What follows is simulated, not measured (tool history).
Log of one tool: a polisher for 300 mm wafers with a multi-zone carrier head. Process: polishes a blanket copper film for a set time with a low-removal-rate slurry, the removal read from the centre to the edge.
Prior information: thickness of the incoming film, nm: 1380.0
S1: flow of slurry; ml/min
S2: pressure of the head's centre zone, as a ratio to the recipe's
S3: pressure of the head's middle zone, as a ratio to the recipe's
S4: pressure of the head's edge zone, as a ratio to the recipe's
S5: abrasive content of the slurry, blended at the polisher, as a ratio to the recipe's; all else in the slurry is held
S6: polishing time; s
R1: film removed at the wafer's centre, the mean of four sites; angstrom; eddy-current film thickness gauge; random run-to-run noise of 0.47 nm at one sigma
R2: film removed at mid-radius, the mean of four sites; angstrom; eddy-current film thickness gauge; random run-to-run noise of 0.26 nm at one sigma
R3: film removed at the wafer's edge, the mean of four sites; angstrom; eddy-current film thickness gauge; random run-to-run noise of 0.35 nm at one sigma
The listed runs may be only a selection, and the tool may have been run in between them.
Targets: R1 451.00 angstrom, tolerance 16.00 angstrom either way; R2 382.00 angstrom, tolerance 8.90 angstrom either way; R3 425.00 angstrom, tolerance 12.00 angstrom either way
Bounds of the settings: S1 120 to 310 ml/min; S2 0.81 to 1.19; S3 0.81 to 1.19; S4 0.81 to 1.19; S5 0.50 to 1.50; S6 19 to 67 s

run	hour	S1	S2	S3	S4	S5	S6	R1	R2	R3
1	0.0	200	1.00	1.00	1.00	1.00	43	600.13	592.37	607.29
2	1.2	190	1.00	0.94	0.95	0.85	41	525.89	502.36	536.63
3	9.1	180	1.02	0.91	0.91	0.75	40	491.12	455.05	493.38
4	11.4	150	1.02	0.91	0.91	0.75	40	487.16	445.10	473.53
5	15.7	150	1.02	0.91	0.91	0.90	40	506.89	473.87	515.23
6	20.9	150	1.02	0.91	0.91	1.00	40	525.91	487.72	520.58
7	27.3	145	1.04	0.89	0.88	0.85	40	505.90	449.53	492.55
8	32.4	140	1.04	0.88	0.86	0.75	40	488.82	426.40	464.19
9	40.6	135	1.03	0.87	0.85	0.70	40	471.32	414.87	450.06
10	46.2	135	1.03	0.87	0.85	0.70	40	466.15	409.63	443.07
11	50.2	130	1.03	0.85	0.84	0.70	40	462.45	403.55	444.54
12	51.4	135	1.05	0.83	0.82	0.50	40	411.92	342.78	377.85
13	57.6	140	1.06	0.85	0.87	0.50	40	420.25	347.36	387.83
14	61.0	165	1.06	0.86	0.88	0.50	40	429.14	363.54	399.28
15	68.3	180	1.06	0.86	0.90	0.50	40	435.70	374.27	408.47

4 candidate next runs follow, results not yet known. Just one meets every target within its allowed miss. Identify it.
A	75.6	185	0.95	0.83	0.99	0.65	37	?	?	?
B	75.6	185	1.11	0.92	0.86	0.50	39	?	?	?
C	75.6	240	1.02	0.82	0.86	0.65	37	?	?	?
D	75.6	195	1.04	0.89	0.85	0.50	39	?	?	?

move	R1	R2	R3
A	411.24	376.86	448.22
B	445.69	381.86	393.93
C	454.79	385.71	430.05
D	423.03	375.26	394.05
A: pushes the last run's worst result past its target
B: further off than the last run
C: each result inside its tolerance
D: further off than the last run
Answer: C
